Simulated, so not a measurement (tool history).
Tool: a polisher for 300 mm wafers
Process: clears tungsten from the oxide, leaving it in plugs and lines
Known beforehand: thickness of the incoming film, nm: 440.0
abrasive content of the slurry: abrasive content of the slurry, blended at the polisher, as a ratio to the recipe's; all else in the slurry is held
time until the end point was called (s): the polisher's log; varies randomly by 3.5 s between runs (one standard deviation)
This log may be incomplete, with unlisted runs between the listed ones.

run,hour,flow of slurry (ml/min),pressure of the wafer on the pad (psi),speed of the pad under the wafer (m/s),abrasive content of the slurry,overpolish time after the end point (s),time until the end point was called (s)
1,0,160,3,1.08,1,5,136.07
2,5.1,160,2.6,1.08,1,5,158.78
3,5.8,160,2.5,1.08,1,5,162.3
4,10,160,2.4,1.08,1,5,164.65
5,17.8,160,2.3,1.08,1,5,172.77
6,23.9,160,2.2,1.08,1,5,180.94
7,28.4,160,2.1,1.08,1,5,191.25
8,29,160,2,1.08,1,5,196.52
9,38,160,1.8,1.08,1,5,209.54

The next listed run, before its measurement:
10,42.2,160,1.5,1.08,1,5,?

Run 10 measured time until the end point was called (s) 248.23.
